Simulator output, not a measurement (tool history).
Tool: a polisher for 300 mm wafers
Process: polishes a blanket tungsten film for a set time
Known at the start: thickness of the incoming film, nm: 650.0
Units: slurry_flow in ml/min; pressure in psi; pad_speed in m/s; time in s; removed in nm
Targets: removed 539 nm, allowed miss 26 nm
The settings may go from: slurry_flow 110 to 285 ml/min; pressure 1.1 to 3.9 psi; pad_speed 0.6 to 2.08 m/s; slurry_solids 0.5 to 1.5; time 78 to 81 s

run 1 hour=0 | slurry_flow=180 pressure=2.5 pad_speed=1.34 slurry_solids=1 time=78 | removed=391.57
run 2 hour=1.7 | slurry_flow=180 pressure=2.5 pad_speed=1.08 slurry_solids=1 time=78 | removed=320.44
run 3 hour=4.6 | slurry_flow=160 pressure=2.5 pad_speed=1.08 slurry_solids=1 time=78 | removed=316.68
run 4 hour=8.8 | slurry_flow=160 pressure=2.5 pad_speed=1.08 slurry_solids=1.1 time=78 | removed=321.32
run 5 hour=15.7 | slurry_flow=160 pressure=2.2 pad_speed=1.08 slurry_solids=1.1 time=78 | removed=281.17
run 6 hour=20.6 | slurry_flow=125 pressure=2.2 pad_speed=1.08 slurry_solids=1.1 time=78 | removed=277.26
run 7 hour=23.8 | slurry_flow=125 pressure=2.6 pad_speed=1.1 slurry_solids=1.1 time=78 | removed=326
run 8 hour=28.1 | slurry_flow=130 pressure=2.9 pad_speed=1.12 slurry_solids=1.1 time=78 | removed=377.1
run 9 hour=34 | slurry_flow=130 pressure=3.1 pad_speed=1.12 slurry_solids=1.1 time=78 | removed=405.83
run 10 hour=38.5 | slurry_flow=130 pressure=3.3 pad_speed=1.12 slurry_solids=1.1 time=78 | removed=409.84
run 11 hour=46 | slurry_flow=130 pressure=3.4 pad_speed=1.16 slurry_solids=1.1 time=78 | removed=451.28
run 12 hour=47.4 | slurry_flow=135 pressure=3.8 pad_speed=1.18 slurry_solids=1.1 time=78 | removed=518.78

Which of these 5 next moves meets every target?
run A hour=48.8 | slurry_flow=110 pressure=3.5 pad_speed=1.14 slurry_solids=1.2 time=78 | removed=?
run B hour=48.8 | slurry_flow=155 pressure=3.8 pad_speed=1.12 slurry_solids=1.05 time=78 | removed=?
run C hour=48.8 | slurry_flow=160 pressure=3.9 pad_speed=1.02 slurry_solids=0.95 time=80 | removed=?
run D hour=48.8 | slurry_flow=130 pressure=3.9 pad_speed=1.04 slurry_solids=1.15 time=78 | removed=?
run E hour=48.8 | slurry_flow=145 pressure=3.8 pad_speed=1.16 slurry_solids=1.15 time=81 | removed=?

move=A removed=457.98
move=B removed=501.25
move=C removed=475.35
move=D removed=479.46
move=E removed=544.31
A: further off than the last run
B: further off than the last run
C: further off than the last run
D: further off than the last run
E: meets every target
The right move is E.
